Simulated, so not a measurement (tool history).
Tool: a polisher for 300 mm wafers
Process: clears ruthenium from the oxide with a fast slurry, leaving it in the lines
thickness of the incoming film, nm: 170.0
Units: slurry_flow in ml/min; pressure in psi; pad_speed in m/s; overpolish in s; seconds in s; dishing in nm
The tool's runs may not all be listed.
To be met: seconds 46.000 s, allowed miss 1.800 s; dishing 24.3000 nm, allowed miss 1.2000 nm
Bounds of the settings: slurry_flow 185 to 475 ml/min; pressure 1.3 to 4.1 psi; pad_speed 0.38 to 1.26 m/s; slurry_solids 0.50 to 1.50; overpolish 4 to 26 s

run	hour	slurry_flow	pressure	pad_speed	slurry_solids	overpolish	seconds	dishing
1	0.0	305	2.7	0.82	1.00	13	59.537	24.4060
2	1.1	305	2.9	0.82	1.00	12	55.800	24.6870
3	6.7	305	2.9	0.82	1.00	8	54.504	17.4980
4	14.3	305	2.9	0.82	1.00	4	54.381	9.3798
5	15.2	305	2.9	0.82	1.00	8	54.878	17.3260
6	24.0	305	3.1	0.82	1.00	8	50.239	18.5830
7	25.8	305	3.2	0.82	1.00	8	49.303	19.2600
8	26.9	305	3.5	0.82	1.00	11	45.790	26.2840

Which of these 5 next moves meets every target?
A	28.0	295	3.4	0.90	1.00	12	?	?
B	28.0	330	3.7	0.76	1.05	14	?	?
C	28.0	360	4.0	0.78	0.85	10	?	?
D	28.0	355	3.4	0.80	0.95	14	?	?
E	28.0	290	3.8	0.80	0.95	12	?	?

move	seconds	dishing
A	42.955	29.5990
B	44.918	32.0090
C	45.656	24.6250
D	48.811	30.1710
E	44.561	28.8140
A: further off than the last run
B: further off than the last run
C: meets every target
D: further off than the last run
E: further off than the last run
Answer: C

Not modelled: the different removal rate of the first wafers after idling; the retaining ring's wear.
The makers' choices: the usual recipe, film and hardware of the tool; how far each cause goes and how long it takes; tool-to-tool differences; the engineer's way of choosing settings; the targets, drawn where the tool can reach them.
